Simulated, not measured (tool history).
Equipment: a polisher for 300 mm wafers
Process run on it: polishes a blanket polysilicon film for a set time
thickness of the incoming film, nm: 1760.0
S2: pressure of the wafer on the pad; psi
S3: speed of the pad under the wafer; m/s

run 1 hour=0.0 | flow_of_slurry_(ml/min)=220 S2=3.0 S3=1.20 polishing_time_(s)=32 | film_removed_(Å)=3179.8
run 2 hour=3.5 | flow_of_slurry_(ml/min)=220 S2=3.5 S3=1.20 polishing_time_(s)=32 | film_removed_(Å)=3691.5
run 3 hour=7.6 | flow_of_slurry_(ml/min)=220 S2=3.3 S3=1.18 polishing_time_(s)=32 | film_removed_(Å)=3421.5
run 4 hour=11.8 | flow_of_slurry_(ml/min)=220 S2=3.3 S3=1.36 polishing_time_(s)=32 | film_removed_(Å)=3876.9
run 5 hour=14.5 | flow_of_slurry_(ml/min)=220 S2=3.0 S3=1.34 polishing_time_(s)=32 | film_removed_(Å)=3521.4
run 6 hour=21.4 | flow_of_slurry_(ml/min)=220 S2=2.8 S3=1.34 polishing_time_(s)=32 | film_removed_(Å)=3301.1
run 7 hour=26.6 | flow_of_slurry_(ml/min)=220 S2=2.6 S3=1.34 polishing_time_(s)=32 | film_removed_(Å)=3113.2

Estimate the outcome of run 8 from the log above:
run 8 hour=27.8 | flow_of_slurry_(ml/min)=220 S2=2.5 S3=1.34 polishing_time_(s)=32 | film_removed_(Å)=?

film removed (Å): 2969.4
